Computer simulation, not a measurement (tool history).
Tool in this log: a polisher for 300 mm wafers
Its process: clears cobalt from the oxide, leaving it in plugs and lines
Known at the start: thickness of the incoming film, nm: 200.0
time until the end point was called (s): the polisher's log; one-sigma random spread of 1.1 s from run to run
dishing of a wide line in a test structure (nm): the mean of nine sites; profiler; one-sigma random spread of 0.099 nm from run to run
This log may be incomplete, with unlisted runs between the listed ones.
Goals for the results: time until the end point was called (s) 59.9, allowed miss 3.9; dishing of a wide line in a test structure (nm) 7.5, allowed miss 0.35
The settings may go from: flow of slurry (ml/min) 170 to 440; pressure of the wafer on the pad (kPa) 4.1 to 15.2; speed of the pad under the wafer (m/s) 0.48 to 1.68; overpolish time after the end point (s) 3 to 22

run,hour,flow of slurry (ml/min),pressure of the wafer on the pad (kPa),speed of the pad under the wafer (m/s),overpolish time after the end point (s),time until the end point was called (s),dishing of a wide line in a test structure (nm)
1,0,280,9.7,1.08,11,49.244,10.883
2,0.8,275,9.7,1.08,10,51.625,10.888
3,7.9,290,9.7,1.08,9,49.541,10.838
4,14.7,290,9.7,1.32,9,41.535,10.795
5,19.2,320,9.7,1.32,9,41.74,10.998
6,27.3,305,9,1.34,8,44.995,10.639
7,29.7,290,8.3,1.38,7,46.87,10.383
8,32.5,275,7.6,1.42,7,50.477,10.204
9,34.9,275,7.6,1.42,7,49.759,10.174
10,37.1,265,6.9,1.44,7,54.746,9.9434
11,43.5,255,6.9,1.46,7,54.544,9.6275
12,50.4,245,6.9,1.48,7,53.842,9.9269
13,54.9,235,6.9,1.5,7,53.97,10.128
14,56.5,255,6.9,1.5,7,51.191,9.9083
15,61.3,255,6.9,1.52,7,52.513,9.9848
16,63.6,290,9.7,1.22,3,45.233,7.4108
17,69.3,280,7.6,1.1,3,61.452,6.3264
18,74.4,280,7.6,1.12,3,59.761,6.3061
19,78.1,275,7.6,1.14,3,59.337,6.36
20,83.4,275,7.6,1.16,3,58.306,6.3469
21,86.4,275,7.6,1.18,3,57.522,6.2313
22,90.5,285,7.6,1.12,9,60.576,10.393

Which of these 4 next moves meets every target?
A,94.6,285,7.6,1.14,8,?,?
B,94.6,240,7.6,1.12,3,?,?
C,94.6,295,7.6,1.12,5,?,?
D,94.6,330,7.6,1.1,4,?,?

move,time until the end point was called (s),dishing of a wide line in a test structure (nm)
A,60.13,9.9946
B,62.221,6.141
C,60.804,8.3312
D,61.075,7.4051
A: closes in on the targets versus the last run, not all within tolerance yet
B: carries the result that was furthest off beyond its target, to the other side
C: closes in on the targets versus the last run, not all within tolerance yet
D: all results in spec
D is the move that brings every result within its allowed miss.

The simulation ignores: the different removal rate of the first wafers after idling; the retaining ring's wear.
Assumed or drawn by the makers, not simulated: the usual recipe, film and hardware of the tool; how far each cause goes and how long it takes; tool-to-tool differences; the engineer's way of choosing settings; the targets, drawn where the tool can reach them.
